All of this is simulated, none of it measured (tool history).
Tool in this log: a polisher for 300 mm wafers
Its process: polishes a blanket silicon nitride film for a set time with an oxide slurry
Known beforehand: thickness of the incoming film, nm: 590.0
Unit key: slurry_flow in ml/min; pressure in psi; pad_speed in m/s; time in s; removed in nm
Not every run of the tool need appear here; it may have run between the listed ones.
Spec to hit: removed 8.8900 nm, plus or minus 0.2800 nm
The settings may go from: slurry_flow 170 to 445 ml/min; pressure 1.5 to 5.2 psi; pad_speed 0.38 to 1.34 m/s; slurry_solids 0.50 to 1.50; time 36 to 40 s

run,hour,slurry_flow,pressure,pad_speed,slurry_solids,time,removed
1,0.0,285,3.3,0.86,1.00,40,18.4440
2,2.1,285,2.9,0.82,1.00,40,15.5030
3,10.2,285,2.9,0.94,1.00,40,17.2900
4,16.1,285,2.9,1.04,1.00,40,18.0420
5,24.2,285,2.9,1.04,1.00,40,18.3320
6,30.0,285,2.6,0.96,1.00,40,15.9910
7,33.3,285,2.4,0.88,1.00,40,13.5640
8,34.8,285,2.2,0.86,1.00,40,12.4810
9,38.8,285,2.0,0.84,1.00,40,11.2190
10,44.6,280,1.5,0.78,1.00,40,8.0911
11,51.0,295,1.5,0.78,1.00,40,8.0357
12,59.7,285,1.5,0.78,1.00,40,8.1790
13,68.2,285,1.6,0.78,1.00,40,8.4567
14,75.8,290,1.8,0.78,1.00,40,9.5273
15,81.6,285,1.8,0.78,1.00,40,9.4840

Of the 4 settings listed for the next run, only one would bring every result within its allowed miss of target. Which one?
A,87.4,305,2.2,0.86,0.80,37,?
B,87.4,300,1.7,0.84,1.00,37,?
C,87.4,390,1.6,0.78,1.25,40,?
D,87.4,330,1.8,1.02,0.80,40,?

move,removed
A,9.7517
B,8.9594
C,10.1490
D,9.8851
A: further off than the last run
B: hits every target within its allowed miss
C: further off than the last run
D: further off than the last run
B is the move that brings every result within its allowed miss.
